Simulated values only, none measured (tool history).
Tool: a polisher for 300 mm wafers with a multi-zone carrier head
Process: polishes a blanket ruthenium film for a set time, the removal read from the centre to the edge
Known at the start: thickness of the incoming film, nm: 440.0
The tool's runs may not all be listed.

run  hour  flow of slurry (ml/min)  pressure of the head's centre zone  pressure of the head's middle zone  pressure of the head's edge zone  polishing time (s)  film removed at the wafer's centre (nm)  film removed at mid-radius (nm)  film removed at the wafer's edge (nm)
  1   0.0                      245                                1.00                                1.00                              1.00                  75                                   128.78                          126.980                                 130.39
  2   5.6                      265                                1.03                                1.01                              1.00                  75                                   131.27                          129.600                                 130.88
  3  10.7                      265                                1.03                                1.01                              1.00                  58                                   103.12                           99.865                                 102.77
  4  15.7                      265                                1.08                                1.01                              1.00                  58                                   107.95                          100.140                                 101.68
  5  19.4                      265                                1.08                                1.01                              0.95                  58                                   108.09                           99.804                                 100.90
  6  22.0                      270                                1.10                                1.02                              0.97                  63                                   120.33                          108.080                                 108.63
  7  25.6                      280                                1.11                                1.04                              1.00                  66                                   125.37                          118.550                                 115.19
  8  33.3                      280                                1.13                                1.04                              1.01                  69                                   135.04                          123.560                                 122.57

Run 9 comes next. What will it give?
  9  35.0                      290                                1.15                                1.04                              1.02                  70                                        ?                                ?                                      ?

Run 9 gave film removed at the wafer's centre (nm) 141.23, film removed at mid-radius (nm) 124.740, film removed at the wafer's edge (nm) 124.34.
